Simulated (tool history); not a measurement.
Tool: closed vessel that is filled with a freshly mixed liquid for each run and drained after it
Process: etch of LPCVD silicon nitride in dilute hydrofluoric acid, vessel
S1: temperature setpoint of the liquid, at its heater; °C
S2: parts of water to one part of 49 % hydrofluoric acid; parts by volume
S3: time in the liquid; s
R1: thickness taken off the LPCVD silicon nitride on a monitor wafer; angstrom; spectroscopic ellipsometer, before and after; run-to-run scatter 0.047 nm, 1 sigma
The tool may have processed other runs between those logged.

| run | day | S1 | S2 | S3 | R1 |
|---|---|---|---|---|---|
| 1 | 0.000 | 24.0 | 105 | 3035 | 147.170 |
| 2 | 0.279 | 21.0 | 105 | 3035 | 118.970 |
| 3 | 0.592 | 19.5 | 115 | 3035 | 98.995 |
| 4 | 0.658 | 18.5 | 120 | 3035 | 88.269 |
| 5 | 0.767 | 18.5 | 100 | 3035 | 104.780 |
| 6 | 1.000 | 18.5 | 100 | 3240 | 112.090 |
| 7 | 1.171 | 18.0 | 115 | 3230 | 93.241 |

Run 8 is up next; what results do you expect?
| 8 | 1.450 | 17.5 | 125 | 3225 | ? |

Run 8 gave R1 83.942 angstrom.
